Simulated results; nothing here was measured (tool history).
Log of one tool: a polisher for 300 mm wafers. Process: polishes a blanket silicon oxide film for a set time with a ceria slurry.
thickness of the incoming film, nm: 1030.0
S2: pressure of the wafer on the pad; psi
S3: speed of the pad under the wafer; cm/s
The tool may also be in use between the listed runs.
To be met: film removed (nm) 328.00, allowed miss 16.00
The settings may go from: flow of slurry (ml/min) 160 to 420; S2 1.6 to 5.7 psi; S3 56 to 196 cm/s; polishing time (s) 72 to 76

run 1 hour=0.0 | flow_of_slurry_(ml/min)=270 S2=3.6 S3=126 polishing_time_(s)=72 | film_removed_(nm)=555.26
run 2 hour=6.3 | flow_of_slurry_(ml/min)=210 S2=3.6 S3=126 polishing_time_(s)=72 | film_removed_(nm)=544.51
run 3 hour=11.6 | flow_of_slurry_(ml/min)=210 S2=3.1 S3=124 polishing_time_(s)=72 | film_removed_(nm)=472.49
run 4 hour=18.5 | flow_of_slurry_(ml/min)=210 S2=2.7 S3=122 polishing_time_(s)=72 | film_removed_(nm)=424.21
run 5 hour=22.0 | flow_of_slurry_(ml/min)=275 S2=2.7 S3=122 polishing_time_(s)=72 | film_removed_(nm)=447.17
run 6 hour=28.4 | flow_of_slurry_(ml/min)=270 S2=2.4 S3=120 polishing_time_(s)=72 | film_removed_(nm)=401.87
run 7 hour=34.1 | flow_of_slurry_(ml/min)=270 S2=2.2 S3=120 polishing_time_(s)=72 | film_removed_(nm)=387.22
run 8 hour=42.6 | flow_of_slurry_(ml/min)=270 S2=2.0 S3=120 polishing_time_(s)=72 | film_removed_(nm)=358.20
run 9 hour=45.2 | flow_of_slurry_(ml/min)=270 S2=1.9 S3=120 polishing_time_(s)=72 | film_removed_(nm)=339.25

5 next moves are on the table. One of them brings every result within its allowed miss. Which?
run A hour=47.8 | flow_of_slurry_(ml/min)=280 S2=1.6 S3=116 polishing_time_(s)=72 | film_removed_(nm)=?
run B hour=47.8 | flow_of_slurry_(ml/min)=270 S2=1.9 S3=120 polishing_time_(s)=76 | film_removed_(nm)=?
run C hour=47.8 | flow_of_slurry_(ml/min)=270 S2=2.1 S3=118 polishing_time_(s)=73 | film_removed_(nm)=?
run D hour=47.8 | flow_of_slurry_(ml/min)=290 S2=1.8 S3=128 polishing_time_(s)=75 | film_removed_(nm)=?
run E hour=47.8 | flow_of_slurry_(ml/min)=305 S2=1.9 S3=112 polishing_time_(s)=72 | film_removed_(nm)=?

move=A film_removed_(nm)=304.98
move=B film_removed_(nm)=365.80
move=C film_removed_(nm)=367.11
move=D film_removed_(nm)=374.27
move=E film_removed_(nm)=326.94
A: takes the result that was furthest off past its target
B: further off than the last run
C: further off than the last run
D: further off than the last run
E: meets every target
Move E is the one to make.
